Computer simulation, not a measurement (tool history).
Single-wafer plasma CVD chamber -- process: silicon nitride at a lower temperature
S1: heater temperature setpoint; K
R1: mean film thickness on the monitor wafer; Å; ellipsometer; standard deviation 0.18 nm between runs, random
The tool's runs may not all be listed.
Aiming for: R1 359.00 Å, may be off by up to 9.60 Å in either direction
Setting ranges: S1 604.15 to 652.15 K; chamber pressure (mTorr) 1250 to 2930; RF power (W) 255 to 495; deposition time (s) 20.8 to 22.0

Run 1, hour 0.0: S1 628.15 K, chamber pressure (mTorr) 2090, RF power (W) 375, deposition time (s) 22.0. Result: R1 299.13 Å.
Run 2, hour 2.4: S1 628.15 K, chamber pressure (mTorr) 2160, RF power (W) 385, deposition time (s) 22.0. Result: R1 309.90 Å.
Run 3, hour 6.8: S1 628.15 K, chamber pressure (mTorr) 2230, RF power (W) 390, deposition time (s) 22.0. Result: R1 314.88 Å.
Run 4, hour 15.2: S1 628.15 K, chamber pressure (mTorr) 2230, RF power (W) 390, deposition time (s) 20.8. Result: R1 296.68 Å.
Run 5, hour 18.9: S1 628.15 K, chamber pressure (mTorr) 2270, RF power (W) 400, deposition time (s) 20.9. Result: R1 303.81 Å.
Run 6, hour 20.1: S1 628.15 K, chamber pressure (mTorr) 2300, RF power (W) 410, deposition time (s) 21.0. Result: R1 316.44 Å.
Run 7, hour 26.8: S1 628.15 K, chamber pressure (mTorr) 2340, RF power (W) 415, deposition time (s) 21.0. Result: R1 319.39 Å.
Run 8, hour 28.3: S1 628.15 K, chamber pressure (mTorr) 2380, RF power (W) 420, deposition time (s) 21.0. Result: R1 322.07 Å.
Run 9, hour 30.3: S1 628.15 K, chamber pressure (mTorr) 2410, RF power (W) 425, deposition time (s) 21.0. Result: R1 328.58 Å.
Run 10, hour 35.2: S1 628.15 K, chamber pressure (mTorr) 2440, RF power (W) 430, deposition time (s) 21.0. Result: R1 334.39 Å.
Run 11, hour 40.9: S1 628.15 K, chamber pressure (mTorr) 2480, RF power (W) 430, deposition time (s) 21.0. Result: R1 330.71 Å.
Run 12, hour 49.7: S1 628.15 K, chamber pressure (mTorr) 2490, RF power (W) 435, deposition time (s) 21.0. Result: R1 334.06 Å.
Run 13, hour 53.5: S1 628.15 K, chamber pressure (mTorr) 2500, RF power (W) 440, deposition time (s) 21.0. Result: R1 338.39 Å.
Run 14, hour 58.6: S1 628.15 K, chamber pressure (mTorr) 2520, RF power (W) 445, deposition time (s) 21.0. Result: R1 340.71 Å.

Pick the move, out of 4, that brings all results within their allowed miss; only one does.
Run A, hour 63.7: S1 629.15 K, chamber pressure (mTorr) 2320, RF power (W) 445, deposition time (s) 20.8. Result: R1 ?.
Run B, hour 63.7: S1 636.15 K, chamber pressure (mTorr) 2160, RF power (W) 425, deposition time (s) 21.7. Result: R1 ?.
Run C, hour 63.7: S1 639.15 K, chamber pressure (mTorr) 2690, RF power (W) 480, deposition time (s) 20.8. Result: R1 ?.
Run D, hour 63.7: S1 633.15 K, chamber pressure (mTorr) 2160, RF power (W) 475, deposition time (s) 20.8. Result: R1 ?.

move      R1
   A  330.22
   B  325.27
   C  359.99
   D  336.67
A: the biggest miss grows against the last run
B: the biggest miss grows against the last run
C: hits every target within its allowed miss
D: the biggest miss grows against the last run
Correct choice: C, which meets every target
